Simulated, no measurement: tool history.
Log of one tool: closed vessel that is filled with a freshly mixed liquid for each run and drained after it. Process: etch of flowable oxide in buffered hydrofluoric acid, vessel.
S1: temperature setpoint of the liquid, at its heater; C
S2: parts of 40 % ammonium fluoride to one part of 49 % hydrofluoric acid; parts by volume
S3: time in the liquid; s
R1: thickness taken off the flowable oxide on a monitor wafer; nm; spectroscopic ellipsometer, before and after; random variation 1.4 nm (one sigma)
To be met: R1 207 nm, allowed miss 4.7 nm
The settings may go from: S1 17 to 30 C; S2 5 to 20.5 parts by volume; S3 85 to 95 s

run 1 hour=0 | S1=22 S2=12.5 S3=85 | R1=158.41
run 2 hour=6.4 | S1=23 S2=12.5 S3=85 | R1=165.71
run 3 hour=12.5 | S1=24 S2=12.5 S3=85 | R1=175.64
run 4 hour=16.7 | S1=25 S2=12.5 S3=85 | R1=184.69
run 5 hour=18.5 | S1=25 S2=10.5 S3=85 | R1=220.99
run 6 hour=27.5 | S1=25 S2=14 S3=85 | R1=167.49
run 7 hour=34.9 | S1=26 S2=14 S3=85 | R1=173.88
run 8 hour=44.1 | S1=30 S2=14 S3=85 | R1=216.52

Which of these 5 next moves meets every target?
run A hour=53.3 | S1=28.5 S2=14.5 S3=90 | R1=?
run B hour=53.3 | S1=29.5 S2=13.5 S3=85 | R1=?
run C hour=53.3 | S1=29.5 S2=14.5 S3=90 | R1=?
run D hour=53.3 | S1=25.5 S2=11 S3=90 | R1=?
run E hour=53.3 | S1=30 S2=15.5 S3=85 | R1=?

move=A R1=203.94
move=B R1=217.82
move=C R1=215.02
move=D R1=227.66
move=E R1=195.29
A: meets every target
B: further off than the last run
C: nearer than the last run, and not there yet
D: further off than the last run
E: takes the result that was furthest off past its target
The right move is A.
